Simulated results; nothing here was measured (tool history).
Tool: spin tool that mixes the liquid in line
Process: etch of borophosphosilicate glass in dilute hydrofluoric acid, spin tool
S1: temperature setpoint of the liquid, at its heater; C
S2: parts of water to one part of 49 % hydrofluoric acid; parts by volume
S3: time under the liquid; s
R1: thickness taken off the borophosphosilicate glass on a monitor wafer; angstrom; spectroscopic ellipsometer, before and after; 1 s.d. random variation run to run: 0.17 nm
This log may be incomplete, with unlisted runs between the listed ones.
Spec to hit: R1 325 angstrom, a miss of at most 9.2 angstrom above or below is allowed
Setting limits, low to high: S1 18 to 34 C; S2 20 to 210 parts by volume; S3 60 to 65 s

run    day    S1   S2  S3      R1
  1      0    26  115  60  251.76
  2  0.217    23  115  60  223.71
  3  0.342    24  115  60  230.23
  4  0.375    25  115  60  243.86
  5  0.542  25.5  115  60  245.85
  6  0.608    26  115  60  252.59
  7  0.946  26.5  115  60   256.8
  8  1.246    27  115  60  262.33
  9  1.488  27.5  115  60  267.21
 10  1.625  27.5  115  60  265.06
 11  1.792    28  115  60  271.29

Which single option among these 5 for the next run brings every result within its allowed miss of target? Just one does.
  A  1.958    26   90  65   ?
  B  1.958    29  110  60   ?
  C  1.958  27.5   95  65   ?
  D  1.958    29  110  65   ?
  E  1.958    22  120  60   ?

move      R1
   A   363.7
   B  300.08
   C  362.83
   D  325.09
   E  207.28
A: carries the result that was furthest off beyond its target, to the other side
B: moves toward the targets from the last run without getting all of them in spec
C: carries the result that was furthest off beyond its target, to the other side
D: all results land within tolerance of their targets
E: further off than the last run
D meets every target.
